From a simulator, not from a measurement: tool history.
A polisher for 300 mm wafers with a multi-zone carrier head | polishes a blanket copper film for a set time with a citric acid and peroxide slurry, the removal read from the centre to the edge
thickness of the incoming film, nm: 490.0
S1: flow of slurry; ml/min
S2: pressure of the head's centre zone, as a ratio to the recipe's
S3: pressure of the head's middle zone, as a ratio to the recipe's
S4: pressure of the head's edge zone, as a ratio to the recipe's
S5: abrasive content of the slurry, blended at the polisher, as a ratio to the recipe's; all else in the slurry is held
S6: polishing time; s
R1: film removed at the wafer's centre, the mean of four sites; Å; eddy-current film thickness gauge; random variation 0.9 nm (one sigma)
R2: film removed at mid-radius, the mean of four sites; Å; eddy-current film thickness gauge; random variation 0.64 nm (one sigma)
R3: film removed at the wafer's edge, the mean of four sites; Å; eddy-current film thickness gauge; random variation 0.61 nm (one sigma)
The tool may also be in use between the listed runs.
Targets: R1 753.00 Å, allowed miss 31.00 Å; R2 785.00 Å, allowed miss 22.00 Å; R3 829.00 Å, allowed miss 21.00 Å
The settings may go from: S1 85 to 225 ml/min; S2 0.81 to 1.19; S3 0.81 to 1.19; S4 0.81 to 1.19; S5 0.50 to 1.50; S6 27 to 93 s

Run 1, hour 0.0: S1 145 ml/min, S2 1.00, S3 1.00, S4 1.00, S5 1.00, S6 59 s. Result: R1 1090.60 Å, R2 1088.40 Å, R3 1077.20 Å.
Run 2, hour 4.3: S1 145 ml/min, S2 1.00, S3 0.93, S4 1.00, S5 1.00, S6 59 s. Result: R1 1059.30 Å, R2 1010.10 Å, R3 1075.10 Å.
Run 3, hour 8.9: S1 140 ml/min, S2 0.99, S3 0.92, S4 0.98, S5 0.95, S6 59 s. Result: R1 1068.60 Å, R2 1000.80 Å, R3 1048.30 Å.
Run 4, hour 11.7: S1 155 ml/min, S2 0.99, S3 0.92, S4 0.98, S5 0.95, S6 59 s. Result: R1 1098.80 Å, R2 1023.30 Å, R3 1064.30 Å.
Run 5, hour 18.7: S1 155 ml/min, S2 0.99, S3 0.92, S4 0.90, S5 0.95, S6 59 s. Result: R1 1072.70 Å, R2 1016.80 Å, R3 1016.70 Å.
Run 6, hour 27.7: S1 155 ml/min, S2 0.94, S3 0.92, S4 0.90, S5 0.95, S6 59 s. Result: R1 1016.40 Å, R2 1016.20 Å, R3 999.98 Å.
Run 7, hour 36.3: S1 150 ml/min, S2 0.92, S3 0.91, S4 0.90, S5 0.90, S6 59 s. Result: R1 990.69 Å, R2 1010.50 Å, R3 998.86 Å.
Run 8, hour 37.2: S1 145 ml/min, S2 0.91, S3 0.90, S4 0.90, S5 0.85, S6 58 s. Result: R1 934.05 Å, R2 964.28 Å, R3 978.03 Å.
Run 9, hour 39.9: S1 140 ml/min, S2 0.91, S3 0.89, S4 0.89, S5 0.80, S6 57 s. Result: R1 913.88 Å, R2 927.93 Å, R3 932.30 Å.
Run 10, hour 42.5: S1 140 ml/min, S2 0.91, S3 0.89, S4 0.89, S5 0.80, S6 57 s. Result: R1 936.20 Å, R2 920.22 Å, R3 937.83 Å.

5 next moves are on the table. One of them brings every result within its allowed miss. Which?
Run A, hour 45.1: S1 140 ml/min, S2 0.92, S3 1.01, S4 0.81, S5 0.60, S6 67 s. Result: R1 ?, R2 ?, R3 ?.
Run B, hour 45.1: S1 165 ml/min, S2 0.83, S3 0.86, S4 0.90, S5 0.90, S6 48 s. Result: R1 ?, R2 ?, R3 ?.
Run C, hour 45.1: S1 150 ml/min, S2 1.11, S3 1.01, S4 0.84, S5 0.50, S6 57 s. Result: R1 ?, R2 ?, R3 ?.
Run D, hour 45.1: S1 205 ml/min, S2 1.05, S3 1.13, S4 0.81, S5 0.95, S6 54 s. Result: R1 ?, R2 ?, R3 ?.
Run E, hour 45.1: S1 145 ml/min, S2 0.94, S3 0.92, S4 0.85, S5 0.85, S6 50 s. Result: R1 ?, R2 ?, R3 ?.

move       R1       R2       R3
   A  1037.90  1143.30  1014.70
   B   746.53   785.96   830.93
   C  1033.40   958.71   862.28
   D  1086.30  1158.70   918.10
   E   839.39   838.41   821.57
A: further off than the last run
B: meets every target
C: further off than the last run
D: further off than the last run
E: nearer than the last run, and not there yet
Answer: B
